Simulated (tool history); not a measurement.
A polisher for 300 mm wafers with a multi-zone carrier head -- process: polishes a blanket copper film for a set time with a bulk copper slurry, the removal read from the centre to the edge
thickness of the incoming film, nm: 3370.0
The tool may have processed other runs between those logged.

run,hour,flow of slurry (ml/min),pressure of the head's centre zone,pressure of the head's middle zone,pressure of the head's edge zone,abrasive content of the slurry,polishing time (s),film removed at the wafer's centre (nm),film removed at mid-radius (nm),film removed at the wafer's edge (nm)
1,0.0,275,1.00,1.00,1.00,1.00,84,1085.90,969.14,964.18
2,1.4,270,0.98,0.99,0.97,0.90,77,955.40,874.20,845.19
3,9.4,225,0.98,0.99,0.97,0.90,77,936.53,857.02,822.22
4,12.9,225,0.98,0.99,0.97,0.90,94,1138.60,1024.70,1012.80
5,18.2,225,0.98,0.99,0.97,0.75,94,1095.70,982.76,964.10
6,27.1,225,0.98,0.99,0.97,0.75,81,958.77,855.64,839.07
7,32.4,220,0.95,0.97,0.95,0.70,76,839.28,762.77,766.25

Run 8 is up next; what results do you expect?
8,38.4,215,0.93,0.97,0.92,0.65,73,?,?,?

film removed at the wafer's centre (nm): 774.57
film removed at mid-radius (nm): 745.36
film removed at the wafer's edge (nm): 710.69
